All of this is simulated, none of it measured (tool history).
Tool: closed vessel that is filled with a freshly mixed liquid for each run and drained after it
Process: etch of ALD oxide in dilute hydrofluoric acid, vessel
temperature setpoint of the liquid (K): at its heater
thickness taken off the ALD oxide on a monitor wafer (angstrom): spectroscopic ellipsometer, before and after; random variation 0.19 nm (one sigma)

run	hour	temperature setpoint of the liquid (K)	parts of water to one part of 49 % hydrofluoric acid (parts by volume)	time in the liquid (s)	thickness taken off the ALD oxide on a monitor wafer (angstrom)
1	0.0	294.15	210	210	138.80
2	5.9	294.15	210	210	138.65
3	10.2	295.65	195	210	163.03
4	12.7	295.65	140	210	238.72
5	19.2	296.65	140	210	245.97
6	24.2	295.15	140	210	233.71

Run 7 comes next. What will it give?
7	26.4	295.15	140	210	?

thickness taken off the ALD oxide on a monitor wafer (angstrom): 235.11
